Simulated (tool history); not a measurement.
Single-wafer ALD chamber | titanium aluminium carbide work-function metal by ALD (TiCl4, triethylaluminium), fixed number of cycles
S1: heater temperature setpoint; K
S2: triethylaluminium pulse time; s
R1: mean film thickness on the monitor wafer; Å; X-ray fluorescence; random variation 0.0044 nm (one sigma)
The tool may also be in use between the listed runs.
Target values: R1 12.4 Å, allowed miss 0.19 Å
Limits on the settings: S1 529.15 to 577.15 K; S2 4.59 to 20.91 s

run    day      S1     S2      R1
  1      0  553.15  12.75  17.415
  2  0.212  553.15  10.15  16.731
  3  0.408  553.15  11.41  17.147
  4  0.692  553.15   8.43  15.632
  5  0.875  559.15   8.43  15.971
  6  1.017  559.15   5.79  9.9486
  7  1.083  552.15   6.06  10.662
  8  1.117  557.15   6.09  11.008
  9  1.429  557.15   6.09  10.983
 10  1.758  560.15   6.38  12.067
 11  1.867  561.15   6.38  12.137
 12  2.104  566.15   6.86  13.765
 13  2.138  564.15   6.85  13.641

Exercise: of the 5 proposed moves below, exactly one satisfies all targets within the stated allowed misses. Which move is it?
  A  2.171  564.15  7.06   ?
  B  2.171  568.15  7.58   ?
  C  2.171  570.15  7.25   ?
  D  2.171  560.15  7.79   ?
  E  2.171  550.15  6.65   ?

move      R1
   A  14.137
   B  15.421
   C  14.925
   D  15.221
   E  12.316
A: misses by more than the last run did
B: misses by more than the last run did
C: misses by more than the last run did
D: misses by more than the last run did
E: all results in spec
E is the move that brings every result within its allowed miss.
